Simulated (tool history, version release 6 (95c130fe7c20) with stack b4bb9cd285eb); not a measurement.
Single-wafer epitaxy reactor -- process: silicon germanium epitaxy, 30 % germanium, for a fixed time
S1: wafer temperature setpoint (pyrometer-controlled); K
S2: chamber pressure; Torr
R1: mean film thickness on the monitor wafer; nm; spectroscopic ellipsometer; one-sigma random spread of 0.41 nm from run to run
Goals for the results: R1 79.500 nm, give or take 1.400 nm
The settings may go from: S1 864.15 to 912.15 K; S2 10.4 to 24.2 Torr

run	hour	S1	S2	R1
1	0.0	888.15	17.3	68.340
2	6.4	888.15	19.4	73.902
3	7.7	888.15	18.3	70.859
4	14.7	888.15	20.9	75.412
5	18.9	892.15	20.9	82.577
6	22.2	896.15	20.9	89.138
7	29.5	894.15	20.9	85.880
8	37.3	893.15	20.9	83.481
9	41.2	892.15	20.9	82.395

4 next moves are on the table. One of them brings every result within its allowed miss. Which?
A	45.1	890.15	23.0	?
B	45.1	896.15	18.6	?
C	45.1	892.15	22.6	?
D	45.1	893.15	18.8	?

move	R1
A	84.203
B	84.313
C	86.816
D	79.945
A: misses by more than the last run did
B: misses by more than the last run did
C: misses by more than the last run did
D: meets every target
Move D is the one to make.
